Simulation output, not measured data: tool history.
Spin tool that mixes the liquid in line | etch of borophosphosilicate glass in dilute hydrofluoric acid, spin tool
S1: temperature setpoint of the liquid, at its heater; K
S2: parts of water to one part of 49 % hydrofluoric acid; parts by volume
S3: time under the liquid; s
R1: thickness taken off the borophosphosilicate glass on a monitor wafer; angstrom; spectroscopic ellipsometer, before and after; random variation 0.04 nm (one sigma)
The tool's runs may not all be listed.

| run | hour | S1 | S2 | S3 | R1 |
|---|---|---|---|---|---|
| 1 | 0.0 | 295.15 | 105 | 15 | 57.855 |
| 2 | 1.5 | 297.15 | 95 | 15 | 70.470 |
| 3 | 7.8 | 297.15 | 125 | 15 | 51.305 |
| 4 | 12.7 | 297.15 | 105 | 15 | 62.593 |
| 5 | 19.5 | 297.15 | 75 | 15 | 90.968 |
| 6 | 23.7 | 298.65 | 75 | 15 | 96.387 |
| 7 | 25.4 | 299.65 | 75 | 15 | 100.630 |
| 8 | 30.5 | 300.65 | 75 | 15 | 104.530 |

Run 9 comes next. What will it give?
| 9 | 33.1 | 300.65 | 75 | 15 | ? |

R1: 104.370 angstrom
